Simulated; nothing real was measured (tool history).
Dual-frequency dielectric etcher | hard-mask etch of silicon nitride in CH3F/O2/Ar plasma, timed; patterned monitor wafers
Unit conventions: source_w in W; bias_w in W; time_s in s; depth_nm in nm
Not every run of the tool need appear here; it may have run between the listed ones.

| run | hour | source_w | bias_w | time_s | depth_nm |
|---|---|---|---|---|---|
| 1 | 0.0 | 350 | 83 | 126.5 | 79.529 |
| 2 | 6.7 | 320 | 79 | 126.0 | 74.412 |
| 3 | 8.8 | 320 | 88 | 126.0 | 78.854 |
| 4 | 13.0 | 290 | 85 | 125.5 | 74.313 |
| 5 | 18.6 | 290 | 100 | 125.5 | 79.592 |
| 6 | 27.3 | 270 | 94 | 124.5 | 74.764 |
| 7 | 33.5 | 250 | 91 | 124.0 | 71.739 |
| 8 | 38.3 | 240 | 89 | 123.5 | 69.994 |

Run 9 comes next. What will it give?
| 9 | 40.6 | 230 | 88 | 123.5 | ? |

Run 9 yielded depth_nm 68.629 nm.
